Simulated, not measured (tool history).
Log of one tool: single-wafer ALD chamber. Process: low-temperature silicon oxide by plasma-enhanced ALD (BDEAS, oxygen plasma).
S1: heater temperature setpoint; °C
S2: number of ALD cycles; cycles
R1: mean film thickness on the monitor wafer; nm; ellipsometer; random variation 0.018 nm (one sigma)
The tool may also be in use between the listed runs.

{"run": 1, "day": 0.0, "S1": 120, "S2": 50, "R1": 7.3265}
{"run": 2, "day": 0.171, "S1": 121, "S2": 45, "R1": 6.6021}
{"run": 3, "day": 0.254, "S1": 121, "S2": 48, "R1": 7.0205}
{"run": 4, "day": 0.408, "S1": 121, "S2": 52, "R1": 7.5795}
{"run": 5, "day": 0.642, "S1": 123, "S2": 47, "R1": 6.8275}
{"run": 6, "day": 0.671, "S1": 123, "S2": 51, "R1": 7.4361}
{"run": 7, "day": 0.921, "S1": 124, "S2": 46, "R1": 6.6663}

Run 8 comes next. What will it give?
{"run": 8, "day": 1.129, "S1": 126, "S2": 43, "R1": "?"}

R1: 6.19 nm
